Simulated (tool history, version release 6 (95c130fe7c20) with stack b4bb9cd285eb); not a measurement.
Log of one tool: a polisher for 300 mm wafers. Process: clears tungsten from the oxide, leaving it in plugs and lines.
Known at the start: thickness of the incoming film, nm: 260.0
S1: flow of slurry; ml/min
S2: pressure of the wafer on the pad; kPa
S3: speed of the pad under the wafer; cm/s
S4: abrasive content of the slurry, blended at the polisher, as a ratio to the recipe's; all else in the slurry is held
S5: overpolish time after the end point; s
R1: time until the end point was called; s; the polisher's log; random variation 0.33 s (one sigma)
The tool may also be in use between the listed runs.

run 1 day=0.000 | S1=230 S2=32.4 S3=90 S4=1.0 S5=12 | R1=40.198
run 2 day=0.271 | S1=180 S2=32.4 S3=90 S4=1.0 S5=12 | R1=42.593
run 3 day=0.321 | S1=200 S2=34.5 S3=90 S4=1.0 S5=12 | R1=38.206
run 4 day=0.638 | S1=235 S2=34.5 S3=90 S4=1.0 S5=12 | R1=37.879
run 5 day=0.688 | S1=235 S2=34.5 S3=90 S4=1.1 S5=12 | R1=36.721
run 6 day=0.921 | S1=240 S2=35.9 S3=90 S4=1.1 S5=12 | R1=35.619
run 7 day=1.042 | S1=245 S2=37.2 S3=90 S4=1.1 S5=12 | R1=33.508

Run 8 comes next. What will it give?
run 8 day=1.288 | S1=250 S2=37.9 S3=90 S4=1.1 S5=12 | R1=?

{"run 8": {"R1": 33.464}}
